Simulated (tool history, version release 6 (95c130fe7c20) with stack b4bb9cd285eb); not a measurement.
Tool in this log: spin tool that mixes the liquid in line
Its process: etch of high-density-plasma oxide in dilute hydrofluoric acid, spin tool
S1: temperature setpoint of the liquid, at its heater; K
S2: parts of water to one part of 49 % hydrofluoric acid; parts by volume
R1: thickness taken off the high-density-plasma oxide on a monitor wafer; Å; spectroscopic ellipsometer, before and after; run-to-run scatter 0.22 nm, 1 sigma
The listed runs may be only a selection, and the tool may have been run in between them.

Run 1, hour 0.0: S1 296.15 K, S2 115 parts by volume, time under the liquid (s) 190. Result: R1 116.91 Å.
Run 2, hour 7.5: S1 298.15 K, S2 100 parts by volume, time under the liquid (s) 190. Result: R1 147.15 Å.
Run 3, hour 13.0: S1 299.65 K, S2 90 parts by volume, time under the liquid (s) 190. Result: R1 175.68 Å.
Run 4, hour 18.7: S1 299.65 K, S2 90 parts by volume, time under the liquid (s) 190. Result: R1 174.23 Å.
Run 5, hour 19.8: S1 300.65 K, S2 85 parts by volume, time under the liquid (s) 190. Result: R1 192.94 Å.
Run 6, hour 20.9: S1 301.65 K, S2 80 parts by volume, time under the liquid (s) 190. Result: R1 215.66 Å.
Run 7, hour 24.6: S1 304.15 K, S2 70 parts by volume, time under the liquid (s) 190. Result: R1 276.93 Å.

Run 8 has not been measured yet. What should we expect?
Run 8, hour 26.2: S1 303.65 K, S2 70 parts by volume, time under the liquid (s) 190. Result: R1 ?.

R1: 270.26 Å

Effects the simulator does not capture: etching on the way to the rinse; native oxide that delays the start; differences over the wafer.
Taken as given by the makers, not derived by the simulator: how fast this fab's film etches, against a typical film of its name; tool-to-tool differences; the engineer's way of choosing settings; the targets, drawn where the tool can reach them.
